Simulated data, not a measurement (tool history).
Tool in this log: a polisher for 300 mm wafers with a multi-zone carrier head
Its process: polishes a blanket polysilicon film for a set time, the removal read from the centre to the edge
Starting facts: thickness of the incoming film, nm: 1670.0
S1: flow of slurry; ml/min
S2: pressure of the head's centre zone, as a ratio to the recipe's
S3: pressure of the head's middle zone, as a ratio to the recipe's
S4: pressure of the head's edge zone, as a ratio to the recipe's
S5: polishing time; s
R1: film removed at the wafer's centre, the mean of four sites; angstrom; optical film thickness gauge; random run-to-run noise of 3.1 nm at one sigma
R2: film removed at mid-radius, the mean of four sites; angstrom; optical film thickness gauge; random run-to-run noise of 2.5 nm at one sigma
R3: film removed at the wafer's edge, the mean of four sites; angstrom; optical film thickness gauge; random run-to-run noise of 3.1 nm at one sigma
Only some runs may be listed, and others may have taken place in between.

run	hour	S1	S2	S3	S4	S5	R1	R2	R3
1	0.0	240	1.00	1.00	1.00	53	3477.8	3371.4	3361.4
2	3.4	240	1.00	1.00	1.00	65	4207.9	4193.3	4106.7
3	7.8	240	1.00	0.96	1.00	65	4188.5	4048.6	4133.4
4	14.9	240	1.01	0.95	0.96	60	3916.0	3683.2	3752.4
5	20.7	280	1.01	0.95	0.96	60	3939.9	3738.5	3816.1
6	27.9	280	1.07	0.95	0.96	60	4216.7	3817.3	3768.5
7	36.8	250	1.04	0.88	0.86	45	3051.5	2666.0	2706.9

Predict the results of run 8:
8	38.9	260	1.05	0.89	0.87	45	?	?	?

R1: 3168.2 angstrom
R2: 2630.5 angstrom
R3: 2718.7 angstrom
